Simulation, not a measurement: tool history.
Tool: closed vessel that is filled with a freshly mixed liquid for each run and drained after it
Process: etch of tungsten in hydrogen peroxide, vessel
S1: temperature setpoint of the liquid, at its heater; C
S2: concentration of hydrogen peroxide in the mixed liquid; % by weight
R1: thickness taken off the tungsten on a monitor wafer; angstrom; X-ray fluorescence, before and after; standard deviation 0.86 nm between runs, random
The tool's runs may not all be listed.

{"run": 1, "hour": 0.0, "S1": 45, "S2": 17.5, "time in the liquid (s)": 95, "R1": 1810.4}
{"run": 2, "hour": 7.3, "S1": 50, "S2": 17.5, "time in the liquid (s)": 95, "R1": 2472.7}
{"run": 3, "hour": 11.6, "S1": 54.5, "S2": 17.5, "time in the liquid (s)": 95, "R1": 3226.2}
{"run": 4, "hour": 13.8, "S1": 54.5, "S2": 17.5, "time in the liquid (s)": 100, "R1": 3431.1}
{"run": 5, "hour": 14.9, "S1": 54.5, "S2": 15.5, "time in the liquid (s)": 100, "R1": 3192.6}
{"run": 6, "hour": 21.1, "S1": 51, "S2": 15.5, "time in the liquid (s)": 100, "R1": 2599.1}

Run 7, settings as shown, results not yet in. Your forecast:
{"run": 7, "hour": 27.4, "S1": 48, "S2": 15.5, "time in the liquid (s)": 100, "R1": "?"}

{"run 7": {"R1": 2156}}
